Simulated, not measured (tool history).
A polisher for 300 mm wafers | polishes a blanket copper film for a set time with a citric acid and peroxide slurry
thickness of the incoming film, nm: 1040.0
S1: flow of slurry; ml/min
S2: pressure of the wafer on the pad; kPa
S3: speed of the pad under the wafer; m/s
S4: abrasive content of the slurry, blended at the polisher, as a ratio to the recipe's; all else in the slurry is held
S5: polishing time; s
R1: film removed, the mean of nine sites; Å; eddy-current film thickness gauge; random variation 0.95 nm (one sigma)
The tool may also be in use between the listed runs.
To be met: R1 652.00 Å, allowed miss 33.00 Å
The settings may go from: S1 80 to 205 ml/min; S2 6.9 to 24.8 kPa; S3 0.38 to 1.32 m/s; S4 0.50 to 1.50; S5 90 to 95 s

run	hour	S1	S2	S3	S4	S5	R1
1	0.0	135	15.9	0.84	1.00	90	1014.30
2	8.7	150	15.9	0.84	1.00	90	1041.20
3	11.9	150	17.2	0.84	1.00	90	1099.00
4	20.5	150	14.5	0.82	1.00	90	931.21
5	28.6	150	14.5	0.82	1.00	95	1010.00
6	31.3	150	14.5	0.82	0.90	95	985.85
7	34.4	150	12.4	0.80	0.90	95	822.13
# hour 37.1: slurry blender recalibrated
8	37.1	150	11.7	0.80	0.90	95	780.82
9	40.8	150	11.0	0.80	0.90	95	773.26
10	49.2	150	11.0	0.80	0.90	95	781.52
11	53.9	150	10.3	0.80	0.90	95	724.60

5 next moves are on the table. One of them brings every result within its allowed miss. Which?
A	58.6	120	9.7	0.76	1.15	95	?
B	58.6	180	8.3	1.20	1.05	90	?
C	58.6	135	15.2	0.68	0.55	95	?
D	58.6	165	11.7	0.78	1.10	93	?
E	58.6	185	11.0	0.80	0.75	95	?

move	R1
A	642.39
B	836.95
C	770.60
D	809.39
E	744.33
A: meets every target
B: further off than the last run
C: further off than the last run
D: further off than the last run
E: further off than the last run
Move A is the one to make.

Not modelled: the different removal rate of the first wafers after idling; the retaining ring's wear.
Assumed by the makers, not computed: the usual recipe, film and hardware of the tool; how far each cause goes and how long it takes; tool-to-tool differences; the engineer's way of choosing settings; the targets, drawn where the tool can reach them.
